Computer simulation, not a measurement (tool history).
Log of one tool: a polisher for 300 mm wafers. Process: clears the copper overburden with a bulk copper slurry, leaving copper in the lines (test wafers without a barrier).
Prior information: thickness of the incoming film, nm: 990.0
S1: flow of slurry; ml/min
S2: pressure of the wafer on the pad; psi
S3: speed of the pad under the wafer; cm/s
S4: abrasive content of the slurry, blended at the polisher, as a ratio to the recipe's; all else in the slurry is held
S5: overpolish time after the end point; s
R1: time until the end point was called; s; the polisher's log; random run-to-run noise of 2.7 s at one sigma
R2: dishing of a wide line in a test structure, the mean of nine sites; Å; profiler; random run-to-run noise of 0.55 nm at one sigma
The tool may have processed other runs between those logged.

{"run": 1, "hour": 0.0, "S1": 260, "S2": 2.6, "S3": 100, "S4": 1.0, "S5": 19, "R1": 132.05, "R2": 668.29}
{"run": 2, "hour": 1.3, "S1": 260, "S2": 2.2, "S3": 108, "S4": 1.0, "S5": 15, "R1": 141.0, "R2": 526.31}
{"run": 3, "hour": 8.6, "S1": 260, "S2": 1.6, "S3": 108, "S4": 1.0, "S5": 15, "R1": 191.09, "R2": 425.5}
{"run": 4, "hour": 16.7, "S1": 305, "S2": 1.6, "S3": 108, "S4": 1.0, "S5": 15, "R1": 191.5, "R2": 431.97}
{"run": 5, "hour": 20.6, "S1": 305, "S2": 1.6, "S3": 110, "S4": 1.0, "S5": 13, "R1": 191.98, "R2": 399.55}
{"run": 6, "hour": 29.1, "S1": 305, "S2": 1.6, "S3": 110, "S4": 1.0, "S5": 19, "R1": 188.01, "R2": 510.33}
{"run": 7, "hour": 35.3, "S1": 305, "S2": 1.6, "S3": 112, "S4": 1.0, "S5": 16, "R1": 189.63, "R2": 472.47}
{"run": 8, "hour": 41.9, "S1": 305, "S2": 1.6, "S3": 112, "S4": 1.0, "S5": 16, "R1": 184.6, "R2": 465.77}

Estimate the outcome of run 9 from the log above:
{"run": 9, "hour": 46.6, "S1": 300, "S2": 1.6, "S3": 112, "S4": 1.0, "S5": 14, "R1": "?", "R2": "?"}

R1: 188.64 s
R2: 424.27 Å
